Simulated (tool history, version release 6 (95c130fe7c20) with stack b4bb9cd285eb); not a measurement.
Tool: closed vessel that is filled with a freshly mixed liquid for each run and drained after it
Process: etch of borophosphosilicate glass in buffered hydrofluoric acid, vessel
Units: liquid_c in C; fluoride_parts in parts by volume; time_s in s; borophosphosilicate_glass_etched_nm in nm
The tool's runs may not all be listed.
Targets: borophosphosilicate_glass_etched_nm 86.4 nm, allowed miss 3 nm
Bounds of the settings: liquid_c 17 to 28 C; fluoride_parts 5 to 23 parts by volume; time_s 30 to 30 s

| run | hour | liquid_c | fluoride_parts | time_s | borophosphosilicate_glass_etched_nm |
|---|---|---|---|---|---|
| 1 | 0 | 20 | 14 | 30 | 53.795 |
| 2 | 8.2 | 18 | 14 | 30 | 49.188 |
| 3 | 10.2 | 19.5 | 14 | 30 | 53.426 |
| 4 | 15.2 | 20.5 | 14 | 30 | 55.704 |
| 5 | 17.3 | 19 | 14 | 30 | 51.11 |
| 6 | 20.5 | 20 | 14 | 30 | 54.396 |
| 7 | 22.8 | 21 | 14 | 30 | 56.642 |
| 8 | 27.2 | 22 | 14 | 30 | 60.813 |
| 9 | 28.3 | 26 | 13.5 | 30 | 78.302 |
| 10 | 34 | 27 | 13.5 | 30 | 81.46 |

Which of these 4 next moves meets every target?
| A | 39.7 | 27.5 | 12 | 30 | ? |
| B | 39.7 | 24.5 | 10.5 | 30 | ? |
| C | 39.7 | 28 | 12.5 | 30 | ? |
| D | 39.7 | 28 | 13.5 | 30 | ? |

| move | borophosphosilicate_glass_etched_nm |
|---|---|
| A | 94.255 |
| B | 91.584 |
| C | 92.973 |
| D | 86.194 |
A: takes the result that was furthest off past its target
B: takes the result that was furthest off past its target
C: takes the result that was furthest off past its target
D: meets every target
The right move is D.
